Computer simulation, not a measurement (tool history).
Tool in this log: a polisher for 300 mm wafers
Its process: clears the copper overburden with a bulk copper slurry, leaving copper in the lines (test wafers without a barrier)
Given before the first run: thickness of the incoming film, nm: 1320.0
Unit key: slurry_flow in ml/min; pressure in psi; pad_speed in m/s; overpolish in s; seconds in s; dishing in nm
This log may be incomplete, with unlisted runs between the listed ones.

| run | hour | slurry_flow | pressure | pad_speed | slurry_solids | overpolish | seconds | dishing |
|---|---|---|---|---|---|---|---|---|
| 1 | 0.0 | 190 | 3.1 | 1.32 | 1.00 | 27 | 103.380 | 120.31 |
| 2 | 7.3 | 205 | 3.0 | 1.42 | 1.05 | 25 | 99.190 | 117.97 |
| 3 | 9.1 | 205 | 3.0 | 1.56 | 1.05 | 25 | 89.992 | 121.06 |
| 4 | 10.1 | 215 | 3.0 | 1.62 | 1.10 | 23 | 87.642 | 124.25 |
| 5 | 15.0 | 200 | 3.0 | 1.68 | 1.00 | 21 | 85.980 | 120.23 |
| 6 | 16.8 | 200 | 3.0 | 1.68 | 1.10 | 21 | 87.254 | 121.43 |
| 7 | 21.5 | 210 | 3.0 | 1.72 | 1.00 | 19 | 84.216 | 115.27 |
| 8 | 27.4 | 220 | 3.1 | 1.76 | 0.95 | 18 | 79.203 | 112.86 |
| 9 | 29.9 | 225 | 3.2 | 1.78 | 0.90 | 17 | 81.576 | 113.70 |
| 10 | 30.8 | 235 | 3.3 | 1.82 | 0.85 | 16 | 75.138 | 119.11 |

Estimate the outcome of run 11 from the log above:
| 11 | 36.1 | 230 | 3.3 | 1.86 | 0.85 | 15 | ? | ? |

{"run 11": {"seconds": 74.309, "dishing": 115.26}}
